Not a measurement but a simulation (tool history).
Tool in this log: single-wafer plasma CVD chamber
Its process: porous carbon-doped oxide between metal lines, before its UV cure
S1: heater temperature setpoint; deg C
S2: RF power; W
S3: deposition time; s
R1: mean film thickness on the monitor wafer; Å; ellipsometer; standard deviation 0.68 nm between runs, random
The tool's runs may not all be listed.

run	hour	S1	S2	S3	R1
1	0.0	305	645	40.8	2466.4
2	0.8	307	635	40.7	2388.5
3	2.5	307	720	40.7	2628.2
4	7.8	300	720	40.7	2737.0
5	10.6	303	700	40.5	2603.8
6	15.3	305	685	40.4	2553.1
# hour 22.1: RF generator calibrated
7	22.1	307	670	40.3	2550.9
8	26.8	307	645	40.1	2481.9
9	34.3	308	620	39.9	2398.5
10	42.5	309	600	39.7	2306.0
11	49.2	310	590	39.6	2247.4
12	57.8	311	585	39.6	2241.8

Estimate the outcome of run 13 from the log above:
13	59.9	312	580	39.6	?

{"run 13": {"R1": 2203.2}}

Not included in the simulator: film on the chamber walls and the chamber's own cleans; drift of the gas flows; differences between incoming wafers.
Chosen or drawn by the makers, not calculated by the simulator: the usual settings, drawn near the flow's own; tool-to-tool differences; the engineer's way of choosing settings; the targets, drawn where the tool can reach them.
